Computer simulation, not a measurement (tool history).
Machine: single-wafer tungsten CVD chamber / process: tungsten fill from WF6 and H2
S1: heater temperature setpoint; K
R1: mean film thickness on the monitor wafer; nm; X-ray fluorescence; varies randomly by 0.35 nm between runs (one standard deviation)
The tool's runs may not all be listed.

{"run": 1, "hour": 0.0, "S1": 668.15, "chamber pressure (Pa)": 6253, "deposition time (s)": 36.7, "R1": 112.65}
{"run": 2, "hour": 6.8, "S1": 668.15, "chamber pressure (Pa)": 5360, "deposition time (s)": 36.7, "R1": 104.73}
{"run": 3, "hour": 9.4, "S1": 663.15, "chamber pressure (Pa)": 5346, "deposition time (s)": 36.7, "R1": 95.74}
{"run": 4, "hour": 17.4, "S1": 671.15, "chamber pressure (Pa)": 5346, "deposition time (s)": 36.7, "R1": 110.3}
{"run": 5, "hour": 24.6, "S1": 665.15, "chamber pressure (Pa)": 5320, "deposition time (s)": 36.7, "R1": 98.339}
{"run": 6, "hour": 27.1, "S1": 665.15, "chamber pressure (Pa)": 4213, "deposition time (s)": 36.7, "R1": 89.776}
{"run": 7, "hour": 30.7, "S1": 662.15, "chamber pressure (Pa)": 4200, "deposition time (s)": 36.7, "R1": 84.702}
{"run": 8, "hour": 35.5, "S1": 660.15, "chamber pressure (Pa)": 4186, "deposition time (s)": 36.7, "R1": 80.742}

Forecast run 9:
{"run": 9, "hour": 36.3, "S1": 659.15, "chamber pressure (Pa)": 4186, "deposition time (s)": 36.7, "R1": "?"}

{"run 9": {"R1": 80.385}}
